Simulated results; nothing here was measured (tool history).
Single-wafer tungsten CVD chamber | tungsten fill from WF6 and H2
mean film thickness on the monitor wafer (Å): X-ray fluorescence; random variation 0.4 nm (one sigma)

| run | hour | heater temperature setpoint (°C) | chamber pressure (mTorr) | deposition time (s) | mean film thickness on the monitor wafer (Å) |
|---|---|---|---|---|---|
| 1 | 0 | 390 | 43700 | 20.1 | 544.47 |
| 2 | 8.6 | 381 | 43700 | 20.1 | 456.56 |
| 3 | 15.5 | 388 | 44000 | 20.1 | 527.88 |
| 4 | 19.7 | 393 | 44200 | 20.1 | 580.28 |
| 5 | 20.9 | 397 | 44400 | 20.1 | 626.34 |
| 6 | 25.7 | 399 | 44500 | 20.1 | 653.39 |

The next listed run, before its measurement:
| 7 | 34.2 | 401 | 44600 | 20.1 | ? |

mean film thickness on the monitor wafer (Å): 669.94

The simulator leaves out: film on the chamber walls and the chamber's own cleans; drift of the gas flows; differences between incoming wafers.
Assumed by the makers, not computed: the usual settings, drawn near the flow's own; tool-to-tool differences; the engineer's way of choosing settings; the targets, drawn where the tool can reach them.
